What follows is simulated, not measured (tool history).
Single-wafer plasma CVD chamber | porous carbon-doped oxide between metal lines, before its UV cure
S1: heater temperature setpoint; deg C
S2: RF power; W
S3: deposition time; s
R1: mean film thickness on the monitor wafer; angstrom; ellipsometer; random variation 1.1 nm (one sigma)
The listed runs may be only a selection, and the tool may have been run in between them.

run,day,S1,S2,S3,R1
1,0,285,590,56.1,3689.6
2,0.092,295,590,56.1,3448.6
3,0.267,300,590,56.1,3342.2
4,0.308,288,610,56.2,3690.7
5,0.6,280,625,56.2,3926
6,0.717,274,635,56.2,4163.1
7,0.921,271,640,56.2,4270

Run 8 comes next. What will it give?
8,1.133,269,640,56.2,?

R1: 4339.3 angstrom
